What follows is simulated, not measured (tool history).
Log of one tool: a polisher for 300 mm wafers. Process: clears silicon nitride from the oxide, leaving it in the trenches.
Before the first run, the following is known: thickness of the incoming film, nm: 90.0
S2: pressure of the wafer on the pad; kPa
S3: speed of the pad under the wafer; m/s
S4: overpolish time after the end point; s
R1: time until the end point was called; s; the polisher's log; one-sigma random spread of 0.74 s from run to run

run 1 day=0 | flow_of_slurry_(ml/min)=210 S2=14.5 S3=1.24 S4=8 | R1=91.198
run 2 day=0.033 | flow_of_slurry_(ml/min)=210 S2=15.2 S3=1.24 S4=8 | R1=88.778
run 3 day=0.238 | flow_of_slurry_(ml/min)=180 S2=15.2 S3=1.24 S4=8 | R1=92.358
run 4 day=0.496 | flow_of_slurry_(ml/min)=195 S2=15.2 S3=1.24 S4=8 | R1=90.665
run 5 day=0.704 | flow_of_slurry_(ml/min)=210 S2=15.2 S3=1.24 S4=8 | R1=89.375
run 6 day=1.017 | flow_of_slurry_(ml/min)=210 S2=15.2 S3=1.06 S4=8 | R1=104.9
run 7 day=1.054 | flow_of_slurry_(ml/min)=220 S2=15.9 S3=1.06 S4=8 | R1=100.14

Estimate the outcome of run 8 from the log above:
run 8 day=1.138 | flow_of_slurry_(ml/min)=220 S2=20 S3=1.08 S4=8 | R1=?

{"run 8": {"R1": 87.6}}

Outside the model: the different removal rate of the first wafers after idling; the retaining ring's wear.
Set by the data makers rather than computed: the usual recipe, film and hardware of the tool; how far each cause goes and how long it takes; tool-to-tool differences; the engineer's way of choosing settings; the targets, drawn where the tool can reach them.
